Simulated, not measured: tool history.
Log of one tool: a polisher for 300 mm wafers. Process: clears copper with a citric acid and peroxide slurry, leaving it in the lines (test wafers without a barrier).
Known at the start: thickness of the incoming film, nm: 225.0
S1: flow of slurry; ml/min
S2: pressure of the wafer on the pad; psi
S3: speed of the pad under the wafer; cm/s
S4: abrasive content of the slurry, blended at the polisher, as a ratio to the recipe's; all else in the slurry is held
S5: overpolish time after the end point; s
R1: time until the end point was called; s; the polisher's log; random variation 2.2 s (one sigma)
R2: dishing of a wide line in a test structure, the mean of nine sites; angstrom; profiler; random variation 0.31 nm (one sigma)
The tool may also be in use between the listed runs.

run,hour,S1,S2,S3,S4,S5,R1,R2
1,0,160,2.8,126,1,19,75.054,338.47
2,7.3,155,2.5,124,1,21,84.583,324.86
3,11.5,155,2.5,124,1,24,85.23,363.19
4,16.4,155,2.5,134,1,24,79.657,387.72
5,16.9,175,2.5,134,1,24,77.915,392.86
6,25.5,170,2.2,132,1,25,88.242,357.3

Forecast run 7:
7,29.4,140,1.4,124,1,30,?,?

R1: 152.33 s
R2: 261.67 angstrom
